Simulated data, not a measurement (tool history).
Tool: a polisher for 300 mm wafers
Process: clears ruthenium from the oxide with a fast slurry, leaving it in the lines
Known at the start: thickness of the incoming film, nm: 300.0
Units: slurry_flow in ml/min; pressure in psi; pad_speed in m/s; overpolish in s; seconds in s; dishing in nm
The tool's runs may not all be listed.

Run 1, hour 0: slurry_flow 190 ml/min, pressure 3.4 psi, pad_speed 0.84 m/s, slurry_solids 1, overpolish 13 s. Result: seconds 99.065 s, dishing 31.299 nm.
Run 2, hour 5.7: slurry_flow 190 ml/min, pressure 3 psi, pad_speed 0.82 m/s, slurry_solids 1, overpolish 15 s. Result: seconds 111.89 s, dishing 31.812 nm.
Run 3, hour 8.7: slurry_flow 190 ml/min, pressure 2.7 psi, pad_speed 0.8 m/s, slurry_solids 1, overpolish 17 s. Result: seconds 128.24 s, dishing 32.456 nm.
Run 4, hour 11.3: slurry_flow 190 ml/min, pressure 2.6 psi, pad_speed 0.8 m/s, slurry_solids 1, overpolish 18 s. Result: seconds 132.64 s, dishing 31.629 nm.
Run 5, hour 19.4: slurry_flow 190 ml/min, pressure 2.6 psi, pad_speed 0.8 m/s, slurry_solids 1.1, overpolish 18 s. Result: seconds 126.22 s, dishing 33.605 nm.
Run 6, hour 22.6: slurry_flow 190 ml/min, pressure 2.6 psi, pad_speed 0.8 m/s, slurry_solids 1.2, overpolish 18 s. Result: seconds 124.15 s, dishing 34.311 nm.
Run 7, hour 29.1: slurry_flow 190 ml/min, pressure 2.4 psi, pad_speed 0.8 m/s, slurry_solids 1.2, overpolish 19 s. Result: seconds 131.61 s, dishing 35.463 nm.
Run 8, hour 35.1: slurry_flow 190 ml/min, pressure 2.3 psi, pad_speed 0.8 m/s, slurry_solids 1.2, overpolish 20 s. Result: seconds 138.65 s, dishing 33.71 nm.

The next listed run, before its measurement:
At hour 39.6: head pressure recalibrated.
Run 9, hour 39.6: slurry_flow 190 ml/min, pressure 2.2 psi, pad_speed 0.8 m/s, slurry_solids 1.2, overpolish 21 s. Result: seconds ?, dishing ?.

Run 9 gave seconds 123.34 s, dishing 37.688 nm.

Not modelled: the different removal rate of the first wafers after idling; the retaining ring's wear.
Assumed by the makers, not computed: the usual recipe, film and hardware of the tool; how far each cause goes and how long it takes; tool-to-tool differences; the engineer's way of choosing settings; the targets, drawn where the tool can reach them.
